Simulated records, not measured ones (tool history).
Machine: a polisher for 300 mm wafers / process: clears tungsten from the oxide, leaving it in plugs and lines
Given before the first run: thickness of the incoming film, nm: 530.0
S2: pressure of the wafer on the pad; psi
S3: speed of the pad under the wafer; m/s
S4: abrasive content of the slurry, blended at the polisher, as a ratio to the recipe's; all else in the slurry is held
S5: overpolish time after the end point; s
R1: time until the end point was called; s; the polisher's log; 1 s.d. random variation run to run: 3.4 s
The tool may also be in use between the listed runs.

Run 1, hour 0.0: flow of slurry (ml/min) 195, S2 3.9 psi, S3 1.30 m/s, S4 1.0, S5 14 s. Result: R1 87.194 s.
Run 2, hour 8.9: flow of slurry (ml/min) 195, S2 3.9 psi, S3 1.02 m/s, S4 1.0, S5 14 s. Result: R1 110.280 s.
Run 3, hour 12.7: flow of slurry (ml/min) 195, S2 3.2 psi, S3 0.98 m/s, S4 1.0, S5 14 s. Result: R1 135.890 s.
Run 4, hour 17.2: flow of slurry (ml/min) 195, S2 2.8 psi, S3 0.96 m/s, S4 1.0, S5 14 s. Result: R1 164.900 s.
Run 5, hour 25.8: flow of slurry (ml/min) 195, S2 2.6 psi, S3 0.96 m/s, S4 1.0, S5 14 s. Result: R1 169.420 s.
Run 6, hour 26.3: flow of slurry (ml/min) 195, S2 2.6 psi, S3 0.96 m/s, S4 1.0, S5 14 s. Result: R1 175.320 s.

The next listed run, before its measurement:
Run 7, hour 28.7: flow of slurry (ml/min) 195, S2 2.5 psi, S3 0.96 m/s, S4 1.0, S5 14 s. Result: R1 ?.

R1: 183.860 s
